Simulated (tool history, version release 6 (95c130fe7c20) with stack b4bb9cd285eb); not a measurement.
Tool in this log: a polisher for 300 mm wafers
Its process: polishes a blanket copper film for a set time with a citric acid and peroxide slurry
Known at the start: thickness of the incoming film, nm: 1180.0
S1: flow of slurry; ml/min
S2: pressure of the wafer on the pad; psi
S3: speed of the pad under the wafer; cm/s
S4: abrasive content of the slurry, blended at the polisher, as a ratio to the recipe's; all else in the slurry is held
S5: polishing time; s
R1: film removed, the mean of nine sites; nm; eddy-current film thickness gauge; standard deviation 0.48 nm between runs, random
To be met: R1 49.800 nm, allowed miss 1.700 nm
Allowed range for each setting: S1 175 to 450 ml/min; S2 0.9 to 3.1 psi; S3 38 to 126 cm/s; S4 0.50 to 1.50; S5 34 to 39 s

run,day,S1,S2,S3,S4,S5,R1
1,0.000,290,2.0,82,1.00,39,39.553
2,0.308,290,2.1,82,1.00,39,41.206
3,0.479,290,2.1,70,1.00,39,35.140
4,0.525,290,2.3,70,1.00,39,38.645
# day 0.788: worn pad replaced by a new one
5,0.788,320,2.3,70,1.00,39,40.690
6,1.021,355,2.3,70,1.00,39,41.297
7,1.188,365,2.4,70,1.00,39,43.418
8,1.471,370,2.4,70,1.00,39,43.276
9,1.633,375,2.5,70,1.00,39,44.955
10,1.954,380,2.5,70,1.00,39,44.501
11,2.308,385,2.6,70,1.00,39,46.148

Which one of the following 5 next-run settings gets every result inside its allowed miss? There is exactly one.
A,2.662,380,2.8,72,1.00,38,?
B,2.662,400,2.5,80,0.90,35,?
C,2.662,335,2.7,74,0.70,39,?
D,2.662,425,2.7,70,1.10,36,?
E,2.662,405,2.8,62,1.05,36,?

move,R1
A,49.888
B,44.348
C,45.183
D,45.955
E,41.673
A: hits every target within its allowed miss
B: further off than the last run
C: further off than the last run
D: further off than the last run
E: further off than the last run
So the answer is move A, the one that meets all the targets.

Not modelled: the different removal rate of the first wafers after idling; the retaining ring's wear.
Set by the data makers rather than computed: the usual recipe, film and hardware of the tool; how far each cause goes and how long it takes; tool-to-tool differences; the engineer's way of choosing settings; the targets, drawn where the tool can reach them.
